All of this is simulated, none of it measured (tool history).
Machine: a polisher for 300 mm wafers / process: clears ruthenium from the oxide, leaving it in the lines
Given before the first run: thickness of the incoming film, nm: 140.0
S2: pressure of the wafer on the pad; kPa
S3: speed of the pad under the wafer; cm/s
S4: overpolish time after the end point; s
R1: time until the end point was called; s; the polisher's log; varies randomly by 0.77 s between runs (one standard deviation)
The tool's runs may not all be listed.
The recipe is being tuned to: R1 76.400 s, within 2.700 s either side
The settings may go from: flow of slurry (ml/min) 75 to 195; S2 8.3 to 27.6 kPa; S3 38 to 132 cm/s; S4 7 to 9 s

run 1 hour=0.0 | flow_of_slurry_(ml/min)=125 S2=17.9 S3=84 S4=9 | R1=103.940
run 2 hour=5.8 | flow_of_slurry_(ml/min)=130 S2=18.6 S3=84 S4=9 | R1=98.981
run 3 hour=8.0 | flow_of_slurry_(ml/min)=110 S2=18.6 S3=84 S4=9 | R1=102.540
run 4 hour=15.5 | flow_of_slurry_(ml/min)=115 S2=19.3 S3=84 S4=9 | R1=97.559
run 5 hour=18.4 | flow_of_slurry_(ml/min)=115 S2=19.3 S3=74 S4=9 | R1=111.150
run 6 hour=26.2 | flow_of_slurry_(ml/min)=120 S2=20.0 S3=74 S4=9 | R1=107.710
run 7 hour=33.2 | flow_of_slurry_(ml/min)=120 S2=20.7 S3=74 S4=9 | R1=103.970
-- hour=36.9 worn pad replaced by a new one
run 8 hour=36.9 | flow_of_slurry_(ml/min)=120 S2=21.4 S3=74 S4=9 | R1=93.348
run 9 hour=45.6 | flow_of_slurry_(ml/min)=125 S2=21.4 S3=74 S4=9 | R1=93.112

Below are 4 possible settings for the next run. Only one of them brings all results inside the allowed miss of their targets. Which is it?
run A hour=54.3 | flow_of_slurry_(ml/min)=125 S2=22.8 S3=64 S4=9 | R1=?
run B hour=54.3 | flow_of_slurry_(ml/min)=120 S2=20.0 S3=70 S4=7 | R1=?
run C hour=54.3 | flow_of_slurry_(ml/min)=135 S2=25.5 S3=84 S4=8 | R1=?
run D hour=54.3 | flow_of_slurry_(ml/min)=155 S2=27.6 S3=70 S4=9 | R1=?

move=A R1=102.950
move=B R1=104.850
move=C R1=71.512
move=D R1=78.461
A: its largest miss is bigger than the last run's
B: its largest miss is bigger than the last run's
C: takes the biggest miss from the last run beyond its target
D: in spec on every target
D is the move that brings every result within its allowed miss.
